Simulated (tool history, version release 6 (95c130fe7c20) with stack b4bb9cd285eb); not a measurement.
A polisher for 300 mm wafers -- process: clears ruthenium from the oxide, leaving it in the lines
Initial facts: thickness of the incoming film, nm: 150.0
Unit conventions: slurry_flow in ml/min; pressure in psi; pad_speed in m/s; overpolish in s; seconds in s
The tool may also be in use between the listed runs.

Run 1, day 0: slurry_flow 235 ml/min, pressure 2.5 psi, pad_speed 1.26 m/s, overpolish 6 s. Result: seconds 98.82 s.
Run 2, day 0.312: slurry_flow 235 ml/min, pressure 2.6 psi, pad_speed 1.26 m/s, overpolish 6 s. Result: seconds 94.427 s.
Run 3, day 0.408: slurry_flow 235 ml/min, pressure 2.6 psi, pad_speed 1.26 m/s, overpolish 6 s. Result: seconds 94.605 s.
Run 4, day 0.454: slurry_flow 235 ml/min, pressure 2.6 psi, pad_speed 1.26 m/s, overpolish 6 s. Result: seconds 94.601 s.
Run 5, day 0.733: slurry_flow 235 ml/min, pressure 2.6 psi, pad_speed 1.26 m/s, overpolish 6 s. Result: seconds 94.877 s.
Run 6, day 0.821: slurry_flow 235 ml/min, pressure 2.6 psi, pad_speed 1.04 m/s, overpolish 6 s. Result: seconds 115.51 s.
Run 7, day 1.075: slurry_flow 235 ml/min, pressure 2.6 psi, pad_speed 1.04 m/s, overpolish 6 s. Result: seconds 114.28 s.
Run 8, day 1.196: slurry_flow 245 ml/min, pressure 3.3 psi, pad_speed 1.06 m/s, overpolish 6 s. Result: seconds 90.361 s.

What does the tool deliver on the next run?
Run 9, day 1.525: slurry_flow 245 ml/min, pressure 3.4 psi, pad_speed 1.06 m/s, overpolish 6 s. Result: seconds ?.

Logged for run 9: seconds 87.07 s.
